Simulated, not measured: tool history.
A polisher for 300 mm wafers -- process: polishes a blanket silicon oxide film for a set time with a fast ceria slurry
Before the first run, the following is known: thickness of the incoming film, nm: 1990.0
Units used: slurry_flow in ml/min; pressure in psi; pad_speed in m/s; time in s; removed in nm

run,hour,slurry_flow,pressure,pad_speed,time,removed
1,0.0,320,2.6,1.24,54,965.49
2,7.8,320,2.6,1.24,54,962.73
3,14.0,365,2.6,1.24,54,958.65
4,20.4,365,3.0,1.24,54,1119.20
# hour 24.1: head pressure recalibrated
5,24.1,365,3.0,1.50,54,1524.80
6,29.9,300,3.0,1.50,54,1495.90

Estimate the outcome of run 7 from the log above:
7,32.8,300,2.9,1.50,54,?

Run 7 produced removed 1447.30 nm.
